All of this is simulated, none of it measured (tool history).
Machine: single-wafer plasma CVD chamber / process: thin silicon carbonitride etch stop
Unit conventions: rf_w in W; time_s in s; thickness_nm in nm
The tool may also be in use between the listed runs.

run  hour  rf_w  time_s  thickness_nm
  1     0   240    26.5         17.56
  2   7.9   255    26.5        17.907
  3  11.5   220    26.5         17.16
  4  18.7   245    26.5        17.676
  5  23.9   235    25.6        16.964
  6  29.5   225    24.8        16.168
  7  37.7   215    24.4        15.655
  8  41.5   205    24.2        15.254

Forecast run 9:
  9    49   200    24.1             ?

Logged for run 9: thickness_nm 15.17 nm.
